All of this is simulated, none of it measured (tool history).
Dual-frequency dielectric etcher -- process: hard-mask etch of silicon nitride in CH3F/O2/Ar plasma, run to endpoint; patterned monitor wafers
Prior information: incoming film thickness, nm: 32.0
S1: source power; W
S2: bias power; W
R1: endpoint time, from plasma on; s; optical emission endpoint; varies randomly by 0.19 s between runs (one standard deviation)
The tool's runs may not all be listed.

run	hour	S1	S2	R1
1	0	400	57	46.588
2	2.5	440	57	44.769
3	9.1	410	56	46.36
4	16.9	380	55	48.274
5	21.1	380	60	47.012
6	29.7	350	60	48.745
# hour 30.5: source power generator calibrated
7	30.5	340	59	50.664
8	35.7	330	59	51.45

Run 9 is up next; what results do you expect?
9	37.8	320	59	?

{"run 9": {"R1": 52.199}}

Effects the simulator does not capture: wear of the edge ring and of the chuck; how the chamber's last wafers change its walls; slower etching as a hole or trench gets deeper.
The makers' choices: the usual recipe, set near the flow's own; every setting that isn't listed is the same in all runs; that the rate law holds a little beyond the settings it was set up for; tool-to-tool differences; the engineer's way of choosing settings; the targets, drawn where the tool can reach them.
